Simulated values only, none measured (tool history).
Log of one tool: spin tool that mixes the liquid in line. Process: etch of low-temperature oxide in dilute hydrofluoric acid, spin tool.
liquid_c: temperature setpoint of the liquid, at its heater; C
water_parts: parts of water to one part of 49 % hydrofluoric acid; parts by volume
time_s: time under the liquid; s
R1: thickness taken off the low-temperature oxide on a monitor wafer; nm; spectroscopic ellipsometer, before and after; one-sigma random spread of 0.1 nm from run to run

Run 1, hour 0: liquid_c 24 C, water_parts 85 parts by volume, time_s 15 s. Result: R1 6.8575 nm.
Run 2, hour 6.1: liquid_c 25 C, water_parts 80 parts by volume, time_s 15 s. Result: R1 7.5357 nm.
Run 3, hour 13: liquid_c 25 C, water_parts 60 parts by volume, time_s 15 s. Result: R1 10.345 nm.
Run 4, hour 19.6: liquid_c 26 C, water_parts 60 parts by volume, time_s 15 s. Result: R1 10.811 nm.
Run 5, hour 21.6: liquid_c 26 C, water_parts 85 parts by volume, time_s 15 s. Result: R1 7.4172 nm.
Run 6, hour 27.4: liquid_c 26 C, water_parts 85 parts by volume, time_s 15 s. Result: R1 7.3233 nm.
Run 7, hour 34.3: liquid_c 27 C, water_parts 80 parts by volume, time_s 15 s. Result: R1 8.1974 nm.
Run 8, hour 36.4: liquid_c 31 C, water_parts 50 parts by volume, time_s 15 s. Result: R1 16.086 nm.
Run 9, hour 44.2: liquid_c 30.5 C, water_parts 50 parts by volume, time_s 15 s. Result: R1 15.793 nm.
Run 10, hour 52.8: liquid_c 30 C, water_parts 50 parts by volume, time_s 15 s. Result: R1 15.482 nm.

Predict the results of run 11:
Run 11, hour 56.1: liquid_c 29 C, water_parts 50 parts by volume, time_s 15 s. Result: R1 ?.

R1: 14.795 nm
